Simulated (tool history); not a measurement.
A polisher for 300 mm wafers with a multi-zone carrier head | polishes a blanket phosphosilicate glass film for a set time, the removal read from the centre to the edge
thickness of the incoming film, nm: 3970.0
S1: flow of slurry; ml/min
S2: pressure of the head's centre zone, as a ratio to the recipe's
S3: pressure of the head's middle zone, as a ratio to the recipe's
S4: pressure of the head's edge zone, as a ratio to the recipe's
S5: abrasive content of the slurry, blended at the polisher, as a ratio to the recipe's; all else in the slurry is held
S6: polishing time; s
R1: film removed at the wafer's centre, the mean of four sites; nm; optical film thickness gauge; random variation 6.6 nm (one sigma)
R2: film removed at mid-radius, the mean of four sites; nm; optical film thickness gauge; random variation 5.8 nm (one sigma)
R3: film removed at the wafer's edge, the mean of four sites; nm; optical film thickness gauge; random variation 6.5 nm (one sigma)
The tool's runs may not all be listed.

run  hour   S1    S2    S3    S4    S5  S6      R1      R2      R3
  1     0  265     1     1     1     1  85  699.55  629.02   611.5
  2     6  265     1  0.99  0.98  0.95  85  656.02  614.98  601.39
  3   6.8  265     1  0.99  0.98  0.95  72  577.82  524.83  511.48
  4  12.4  265     1  0.99  0.91  0.95  72  579.03  515.96  488.38
  5  13.8  270  1.01  0.99  0.91  0.95  72  572.47  522.76  490.51
  6    16  210  1.01  0.99  0.91  0.95  72   550.8  496.61  482.97
  7  23.8  220  1.02  0.99  0.91  0.95  72  564.29   514.9  471.55
  8  30.3  230  1.02  0.99  0.92  0.95  72  576.77  514.64  474.58
  9  38.4  235  1.02  0.99  0.93  0.95  72  574.75   506.4  482.86

The next listed run, before its measurement:
     45.8  -- centre zone pressure recalibrated
 10  45.8  240  1.02  0.99  0.94  0.95  72   ?   ?   ?

{"run 10": {"R1": 536.41, "R2": 509.59, "R3": 491.6}}
